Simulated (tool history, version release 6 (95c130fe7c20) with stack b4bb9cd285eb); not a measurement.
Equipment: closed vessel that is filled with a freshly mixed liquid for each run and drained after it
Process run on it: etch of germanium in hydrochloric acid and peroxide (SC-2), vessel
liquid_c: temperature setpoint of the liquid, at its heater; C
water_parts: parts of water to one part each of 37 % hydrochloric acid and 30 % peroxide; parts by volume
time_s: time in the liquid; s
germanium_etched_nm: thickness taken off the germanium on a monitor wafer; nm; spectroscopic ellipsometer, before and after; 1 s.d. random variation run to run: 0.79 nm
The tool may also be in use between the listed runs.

| run | hour | liquid_c | water_parts | time_s | germanium_etched_nm |
|---|---|---|---|---|---|
| 1 | 0 | 49 | 10.5 | 95 | 173 |
| 2 | 2.4 | 50.5 | 10.5 | 95 | 182.4 |
| 3 | 9.3 | 50.5 | 7 | 95 | 187.94 |
| 4 | 10.7 | 46.5 | 7 | 95 | 164.89 |
| 5 | 14.9 | 46.5 | 10.5 | 95 | 160.07 |
| 6 | 20.3 | 48.5 | 10.5 | 95 | 170.8 |
| 7 | 22.8 | 56.5 | 10 | 95 | 218.62 |
| 8 | 29.1 | 57 | 10 | 95 | 223.02 |

Run 9 is up next; what results do you expect?
|  | 31.4 | new drum of peroxide connected |
| 9 | 31.4 | 57.5 | 10 | 95 | ? |

{"run 9": {"germanium_etched_nm": 226.19}}
